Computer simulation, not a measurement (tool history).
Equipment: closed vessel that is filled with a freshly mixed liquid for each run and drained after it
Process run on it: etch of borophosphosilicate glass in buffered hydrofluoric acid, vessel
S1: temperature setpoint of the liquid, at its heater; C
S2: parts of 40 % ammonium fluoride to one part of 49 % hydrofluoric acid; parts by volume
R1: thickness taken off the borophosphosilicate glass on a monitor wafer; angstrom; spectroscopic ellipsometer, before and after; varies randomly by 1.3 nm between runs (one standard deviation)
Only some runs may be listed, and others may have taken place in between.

Run 1, day 0.000: S1 22.0 C, S2 13.0 parts by volume, time in the liquid (s) 105. Result: R1 2566.8 angstrom.
Run 2, day 0.233: S1 21.0 C, S2 13.5 parts by volume, time in the liquid (s) 105. Result: R1 2322.7 angstrom.
Run 3, day 0.288: S1 20.0 C, S2 14.0 parts by volume, time in the liquid (s) 105. Result: R1 2116.3 angstrom.
Run 4, day 0.646: S1 23.5 C, S2 14.0 parts by volume, time in the liquid (s) 105. Result: R1 2561.8 angstrom.
Run 5, day 0.958: S1 23.5 C, S2 14.0 parts by volume, time in the liquid (s) 110. Result: R1 2698.3 angstrom.
Run 6, day 1.167: S1 21.0 C, S2 14.0 parts by volume, time in the liquid (s) 110. Result: R1 2383.3 angstrom.
Run 7, day 1.379: S1 20.0 C, S2 14.5 parts by volume, time in the liquid (s) 110. Result: R1 2109.7 angstrom.
Run 8, day 1.725: S1 19.5 C, S2 14.5 parts by volume, time in the liquid (s) 110. Result: R1 2083.8 angstrom.

Predict the results of run 9:
Run 9, day 1.950: S1 19.0 C, S2 14.5 parts by volume, time in the liquid (s) 110. Result: R1 ?.

Run 9 gave R1 2029.0 angstrom.
